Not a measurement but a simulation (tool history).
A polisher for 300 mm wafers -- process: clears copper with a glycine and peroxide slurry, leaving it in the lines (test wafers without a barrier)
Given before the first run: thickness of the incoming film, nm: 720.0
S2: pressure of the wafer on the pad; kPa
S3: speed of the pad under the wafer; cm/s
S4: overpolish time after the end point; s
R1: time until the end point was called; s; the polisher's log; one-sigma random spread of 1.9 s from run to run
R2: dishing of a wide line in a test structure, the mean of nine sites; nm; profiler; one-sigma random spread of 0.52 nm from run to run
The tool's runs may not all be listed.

Run 1, hour 0: flow of slurry (ml/min) 260, S2 16.5 kPa, S3 126 cm/s, S4 25 s. Result: R1 155.28 s, R2 50.176 nm.
Run 2, hour 5.7: flow of slurry (ml/min) 260, S2 15.2 kPa, S3 126 cm/s, S4 26 s. Result: R1 164.63 s, R2 49.518 nm.
Run 3, hour 9.4: flow of slurry (ml/min) 260, S2 13.8 kPa, S3 126 cm/s, S4 27 s. Result: R1 173.98 s, R2 49.737 nm.
Run 4, hour 13.2: flow of slurry (ml/min) 260, S2 12.4 kPa, S3 126 cm/s, S4 27 s. Result: R1 184.35 s, R2 49.125 nm.
Run 5, hour 17.8: flow of slurry (ml/min) 260, S2 12.4 kPa, S3 126 cm/s, S4 35 s. Result: R1 186.55 s, R2 50.698 nm.
Run 6, hour 23.4: flow of slurry (ml/min) 260, S2 12.4 kPa, S3 126 cm/s, S4 44 s. Result: R1 184.61 s, R2 53.99 nm.

Expected results for the next run?
Run 7, hour 25.6: flow of slurry (ml/min) 260, S2 11.7 kPa, S3 126 cm/s, S4 40 s. Result: R1 ?, R2 ?.

{"run 7": {"R1": 189.37, "R2": 51.993}}

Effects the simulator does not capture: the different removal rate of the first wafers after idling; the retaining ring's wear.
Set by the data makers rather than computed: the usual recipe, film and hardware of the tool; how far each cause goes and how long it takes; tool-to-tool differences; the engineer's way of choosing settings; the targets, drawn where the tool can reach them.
